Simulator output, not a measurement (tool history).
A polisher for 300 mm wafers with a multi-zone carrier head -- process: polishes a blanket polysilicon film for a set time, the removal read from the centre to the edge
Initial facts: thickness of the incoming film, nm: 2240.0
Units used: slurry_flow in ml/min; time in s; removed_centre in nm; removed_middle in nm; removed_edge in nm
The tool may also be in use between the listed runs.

{"run": 1, "hour": 0.0, "slurry_flow": 220, "centre_zone": 1.0, "middle_zone": 1.0, "edge_zone": 1.0, "time": 41, "removed_centre": 176.12, "removed_middle": 179.45, "removed_edge": 183.54}
{"run": 2, "hour": 7.7, "slurry_flow": 220, "centre_zone": 1.0, "middle_zone": 1.05, "edge_zone": 1.0, "time": 41, "removed_centre": 179.07, "removed_middle": 187.58, "removed_edge": 179.85}
{"run": 3, "hour": 9.1, "slurry_flow": 220, "centre_zone": 1.0, "middle_zone": 1.05, "edge_zone": 0.95, "time": 41, "removed_centre": 176.74, "removed_middle": 186.9, "removed_edge": 174.46}
{"run": 4, "hour": 15.5, "slurry_flow": 220, "centre_zone": 1.0, "middle_zone": 1.11, "edge_zone": 0.95, "time": 41, "removed_centre": 178.59, "removed_middle": 194.19, "removed_edge": 178.3}
{"run": 5, "hour": 23.3, "slurry_flow": 225, "centre_zone": 1.0, "middle_zone": 1.11, "edge_zone": 1.01, "time": 44, "removed_centre": 188.57, "removed_middle": 210.65, "removed_edge": 193.85}
{"hour": 27.4, "done": "worn pad replaced by a new one"}
{"run": 6, "hour": 27.4, "slurry_flow": 225, "centre_zone": 1.0, "middle_zone": 1.11, "edge_zone": 1.01, "time": 49, "removed_centre": 228.65, "removed_middle": 250.52, "removed_edge": 241.77}
{"run": 7, "hour": 29.0, "slurry_flow": 235, "centre_zone": 1.0, "middle_zone": 1.1, "edge_zone": 1.05, "time": 50, "removed_centre": 236.97, "removed_middle": 253.17, "removed_edge": 248.51}
{"run": 8, "hour": 37.3, "slurry_flow": 240, "centre_zone": 0.99, "middle_zone": 1.1, "edge_zone": 1.08, "time": 51, "removed_centre": 238.71, "removed_middle": 260.93, "removed_edge": 255.43}

What does the tool deliver on the next run?
{"run": 9, "hour": 44.6, "slurry_flow": 235, "centre_zone": 0.99, "middle_zone": 1.09, "edge_zone": 1.1, "time": 52, "removed_centre": "?", "removed_middle": "?", "removed_edge": "?"}

{"run 9": {"removed_centre": 241.33, "removed_middle": 263.98, "removed_edge": 263.66}}
